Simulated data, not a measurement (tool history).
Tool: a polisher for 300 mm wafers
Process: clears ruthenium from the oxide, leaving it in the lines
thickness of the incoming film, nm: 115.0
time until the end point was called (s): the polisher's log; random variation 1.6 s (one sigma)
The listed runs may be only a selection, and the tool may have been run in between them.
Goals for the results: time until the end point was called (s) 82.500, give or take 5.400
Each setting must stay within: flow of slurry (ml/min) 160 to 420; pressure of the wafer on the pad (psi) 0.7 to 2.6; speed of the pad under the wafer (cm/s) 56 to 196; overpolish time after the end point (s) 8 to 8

run  hour  flow of slurry (ml/min)  pressure of the wafer on the pad (psi)  speed of the pad under the wafer (cm/s)  overpolish time after the end point (s)  time until the end point was called (s)
  1   0.0                      270                                     1.6                                      126                                        8                                  102.640
  2   7.0                      270                                     1.6                                      126                                        8                                  106.920
  3  10.0                      270                                     1.7                                      126                                        8                                   98.531
  4  14.5                      225                                     1.7                                      126                                        8                                  101.670
  5  16.1                      225                                     1.7                                      106                                        8                                  118.480
  6  18.7                      225                                     1.7                                       74                                        8                                  143.200
  7  22.2                      225                                     1.8                                       76                                        8                                  133.680
  8  28.8                      225                                     1.9                                       78                                        8                                  128.190
  9  32.8                      225                                     2.0                                       82                                        8                                  119.410
 10  39.4                      225                                     2.1                                       86                                        8                                  111.110
 11  47.0                      225                                     2.2                                       88                                        8                                  106.120
 12  52.9                      225                                     2.2                                       88                                        8                                  105.180
 13  56.3                      225                                     2.3                                       90                                        8                                   99.507
 14  60.5                      225                                     2.4                                       92                                        8                                   92.610

Consider the 5 candidate settings below. Which is the only one whose results all fall within their allowed miss of target?
  A  64.7                      235                                     2.3                                       84                                        8                                        ?
  B  64.7                      215                                     2.6                                       70                                        8                                        ?
  C  64.7                      210                                     2.3                                      110                                        8                                        ?
  D  64.7                      190                                     2.2                                       92                                        8                                        ?
  E  64.7                      185                                     2.2                                      102                                        8                                        ?

move  time until the end point was called (s)
   A                                  102.890
   B                                  103.690
   C                                   86.245
   D                                  102.360
   E                                   95.556
A: the biggest miss grows against the last run
B: the biggest miss grows against the last run
C: every result within its allowed miss
D: the biggest miss grows against the last run
E: the biggest miss grows against the last run
Go with C: it meets all targets.

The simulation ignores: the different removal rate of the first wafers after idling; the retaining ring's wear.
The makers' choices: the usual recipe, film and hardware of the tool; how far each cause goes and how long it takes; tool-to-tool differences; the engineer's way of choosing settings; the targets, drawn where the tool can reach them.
